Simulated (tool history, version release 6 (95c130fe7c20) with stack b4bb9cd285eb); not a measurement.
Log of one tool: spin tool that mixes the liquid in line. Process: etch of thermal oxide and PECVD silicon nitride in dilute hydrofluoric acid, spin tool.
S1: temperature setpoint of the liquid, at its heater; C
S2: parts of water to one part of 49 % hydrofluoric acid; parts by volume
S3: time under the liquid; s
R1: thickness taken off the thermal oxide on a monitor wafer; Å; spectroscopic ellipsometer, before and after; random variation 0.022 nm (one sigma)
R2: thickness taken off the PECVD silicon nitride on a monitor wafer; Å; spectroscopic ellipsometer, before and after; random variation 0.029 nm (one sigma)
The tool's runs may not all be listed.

| run | hour | S1 | S2 | S3 | R1 | R2 |
|---|---|---|---|---|---|---|
| 1 | 0.0 | 23.0 | 140 | 180 | 53.701 | 45.846 |
| 2 | 1.3 | 23.5 | 145 | 180 | 52.397 | 44.914 |
| 3 | 8.4 | 23.5 | 145 | 245 | 71.804 | 62.305 |
| 4 | 13.3 | 23.5 | 155 | 250 | 67.708 | 58.985 |
| 5 | 17.3 | 23.5 | 165 | 255 | 64.206 | 56.543 |
| 6 | 20.9 | 23.5 | 190 | 255 | 54.326 | 49.405 |
| 7 | 25.7 | 23.5 | 195 | 255 | 52.653 | 48.154 |

Run 8 comes next. What will it give?
| 8 | 30.3 | 23.5 | 200 | 255 | ? | ? |

{"run 8": {"R1": 50.814, "R2": 47.738}}
